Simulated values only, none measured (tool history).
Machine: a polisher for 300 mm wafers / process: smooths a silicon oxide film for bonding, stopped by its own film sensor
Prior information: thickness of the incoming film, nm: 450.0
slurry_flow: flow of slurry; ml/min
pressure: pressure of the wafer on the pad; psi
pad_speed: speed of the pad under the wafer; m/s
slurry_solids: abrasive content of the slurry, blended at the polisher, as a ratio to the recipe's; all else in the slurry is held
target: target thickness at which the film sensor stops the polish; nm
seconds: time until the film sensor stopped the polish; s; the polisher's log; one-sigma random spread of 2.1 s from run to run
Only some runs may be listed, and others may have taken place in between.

run,hour,slurry_flow,pressure,pad_speed,slurry_solids,target,seconds
1,0.0,205,1.8,0.74,1.0,356,220.60
2,8.7,200,1.7,0.74,1.0,356,227.32
3,17.2,200,1.6,0.74,1.0,356,239.82
4,19.5,225,1.6,0.74,1.0,356,231.70
5,26.3,225,1.6,0.74,1.0,356,228.72
6,34.1,225,2.0,0.74,1.0,356,201.62
7,42.4,220,1.9,0.74,1.0,356,208.67
# hour 50.0: slurry nozzle cleaned
8,50.0,215,1.8,0.74,1.0,356,210.08

For run 9, what comes out?
9,50.8,210,1.8,0.74,1.0,356,?

Run 9 produced seconds 207.22 s.

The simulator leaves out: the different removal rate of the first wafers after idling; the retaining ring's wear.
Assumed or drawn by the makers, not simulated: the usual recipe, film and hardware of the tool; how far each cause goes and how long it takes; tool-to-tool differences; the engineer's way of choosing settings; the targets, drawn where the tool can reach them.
